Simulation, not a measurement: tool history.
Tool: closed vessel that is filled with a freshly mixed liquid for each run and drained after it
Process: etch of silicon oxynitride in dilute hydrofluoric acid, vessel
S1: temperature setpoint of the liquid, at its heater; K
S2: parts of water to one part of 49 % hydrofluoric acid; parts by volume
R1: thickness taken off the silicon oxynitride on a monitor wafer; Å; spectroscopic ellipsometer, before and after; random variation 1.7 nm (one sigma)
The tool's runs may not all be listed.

{"run": 1, "day": 0.0, "S1": 297.15, "S2": 55, "time in the liquid (s)": 1410, "R1": 793.8}
{"run": 2, "day": 0.333, "S1": 298.15, "S2": 50, "time in the liquid (s)": 1410, "R1": 921.25}
{"run": 3, "day": 0.454, "S1": 298.15, "S2": 50, "time in the liquid (s)": 1410, "R1": 931.49}
{"run": 4, "day": 0.767, "S1": 298.15, "S2": 50, "time in the liquid (s)": 1515, "R1": 1006.0}
{"run": 5, "day": 0.95, "S1": 298.15, "S2": 60, "time in the liquid (s)": 1515, "R1": 833.51}
{"run": 6, "day": 1.079, "S1": 298.15, "S2": 75, "time in the liquid (s)": 1515, "R1": 654.17}
{"run": 7, "day": 1.35, "S1": 299.15, "S2": 70, "time in the liquid (s)": 1515, "R1": 737.99}
{"run": 8, "day": 1.671, "S1": 303.15, "S2": 45, "time in the liquid (s)": 1515, "R1": 1419.3}
{"run": 9, "day": 1.792, "S1": 303.65, "S2": 40, "time in the liquid (s)": 1515, "R1": 1645.7}

Forecast run 10:
{"run": 10, "day": 2.071, "S1": 304.65, "S2": 35, "time in the liquid (s)": 1515, "R1": "?"}

{"run 10": {"R1": 1961.3}}
